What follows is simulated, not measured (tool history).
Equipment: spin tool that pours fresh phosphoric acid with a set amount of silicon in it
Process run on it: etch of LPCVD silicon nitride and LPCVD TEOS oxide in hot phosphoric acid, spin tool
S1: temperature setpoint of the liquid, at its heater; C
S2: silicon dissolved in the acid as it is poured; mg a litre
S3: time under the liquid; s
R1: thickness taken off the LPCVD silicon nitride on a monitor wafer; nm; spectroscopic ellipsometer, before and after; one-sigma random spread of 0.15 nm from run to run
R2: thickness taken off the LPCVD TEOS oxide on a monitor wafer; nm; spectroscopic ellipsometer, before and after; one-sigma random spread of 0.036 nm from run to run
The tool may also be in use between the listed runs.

run	hour	S1	S2	S3	R1	R2
1	0	160	11	180	16.163	0.56001
2	6.8	160	14.5	180	16.24	0.54819
3	14.7	158.5	14.5	180	15.161	0.45096
4	18.3	156.5	14.5	180	14.505	0.40361
# hour 19.8: dissolved silicon flow meter replaced
5	19.8	158	14.5	180	15.054	0.40389
6	23.2	158	14.5	150	12.676	0.39527
7	31.4	158	15.5	160	13.326	0.40291
8	38	158	16	170	14.208	0.35941
9	41.7	158.5	16	175	14.904	0.3957
10	42.8	159	16.5	180	15.529	0.47202

Estimate the outcome of run 11 from the log above:
11	51.6	159	16.5	180	?	?

{"run 11": {"R1": 15.571, "R2": 0.44493}}
